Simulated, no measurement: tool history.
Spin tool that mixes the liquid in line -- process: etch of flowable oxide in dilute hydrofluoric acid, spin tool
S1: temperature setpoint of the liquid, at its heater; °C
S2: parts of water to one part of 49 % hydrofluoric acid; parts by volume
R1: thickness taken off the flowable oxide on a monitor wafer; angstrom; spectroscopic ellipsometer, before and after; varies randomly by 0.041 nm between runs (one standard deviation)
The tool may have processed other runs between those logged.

run 1 hour=0.0 | S1=24.0 S2=135 time_under_the_liquid_(s)=20 | R1=48.760
run 2 hour=5.0 | S1=24.0 S2=175 time_under_the_liquid_(s)=20 | R1=36.129
run 3 hour=8.5 | S1=24.5 S2=175 time_under_the_liquid_(s)=20 | R1=36.803
run 4 hour=10.0 | S1=25.0 S2=175 time_under_the_liquid_(s)=20 | R1=37.154
run 5 hour=14.7 | S1=25.0 S2=175 time_under_the_liquid_(s)=15 | R1=28.111
run 6 hour=15.6 | S1=24.0 S2=170 time_under_the_liquid_(s)=15 | R1=28.217
run 7 hour=20.9 | S1=24.5 S2=170 time_under_the_liquid_(s)=15 | R1=28.773
run 8 hour=22.5 | S1=25.5 S2=165 time_under_the_liquid_(s)=15 | R1=30.372
run 9 hour=29.3 | S1=25.0 S2=160 time_under_the_liquid_(s)=15 | R1=31.475
run 10 hour=33.3 | S1=25.0 S2=160 time_under_the_liquid_(s)=15 | R1=31.074
run 11 hour=40.6 | S1=24.5 S2=155 time_under_the_liquid_(s)=15 | R1=32.162
run 12 hour=47.9 | S1=24.5 S2=150 time_under_the_liquid_(s)=15 | R1=33.342
run 13 hour=48.9 | S1=24.5 S2=145 time_under_the_liquid_(s)=15 | R1=34.785

Run 14 is up next; what results do you expect?
run 14 hour=55.6 | S1=24.5 S2=140 time_under_the_liquid_(s)=15 | R1=?

{"run 14": {"R1": 35.471}}
